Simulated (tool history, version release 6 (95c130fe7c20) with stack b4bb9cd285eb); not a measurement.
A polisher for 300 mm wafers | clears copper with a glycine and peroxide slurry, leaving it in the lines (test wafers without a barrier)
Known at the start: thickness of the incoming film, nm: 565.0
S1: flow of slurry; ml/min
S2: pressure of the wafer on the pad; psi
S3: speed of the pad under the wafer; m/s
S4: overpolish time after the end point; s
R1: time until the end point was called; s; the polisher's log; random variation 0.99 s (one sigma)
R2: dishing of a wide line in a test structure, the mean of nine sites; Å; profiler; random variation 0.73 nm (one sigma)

| run | day | S1 | S2 | S3 | S4 | R1 | R2 |
|---|---|---|---|---|---|---|---|
| 1 | 0 | 275 | 2.7 | 0.78 | 28 | 106.81 | 461.97 |
| 2 | 0.162 | 265 | 2.8 | 0.8 | 26 | 99.191 | 443.95 |
| 3 | 0.442 | 325 | 2.8 | 0.8 | 26 | 97.26 | 455.82 |
| 4 | 0.762 | 325 | 2.8 | 0.9 | 26 | 88.804 | 472.97 |
| 5 | 0.958 | 310 | 2.9 | 0.9 | 24 | 86.596 | 465.95 |
| 6 | 1.038 | 310 | 2.9 | 0.98 | 24 | 81.402 | 465.91 |
| 7 | 1.096 | 295 | 2.9 | 0.98 | 22 | 80.569 | 454.18 |
| 8 | 1.442 | 220 | 2.6 | 1.12 | 8 | 82.446 | 279.85 |
| 9 | 1.75 | 225 | 2.6 | 1.12 | 9 | 82.244 | 308.54 |
| 10 | 1.888 | 230 | 2.6 | 1.12 | 9 | 82.649 | 302.65 |
| 11 | 2.162 | 235 | 2.6 | 1.12 | 9 | 82.253 | 309.24 |
| 12 | 2.483 | 245 | 2.9 | 1.12 | 22 | 74.337 | 463.93 |
| 13 | 2.533 | 245 | 2.9 | 1.12 | 22 | 74.349 | 470.25 |
| 14 | 2.775 | 245 | 2.9 | 1.12 | 21 | 74.218 | 454.89 |

Run 15 comes next. What will it give?
| 15 | 3.004 | 245 | 2.9 | 1.12 | 20 | ? | ? |

Run 15 gave R1 73.85 s, R2 444.8 Å.
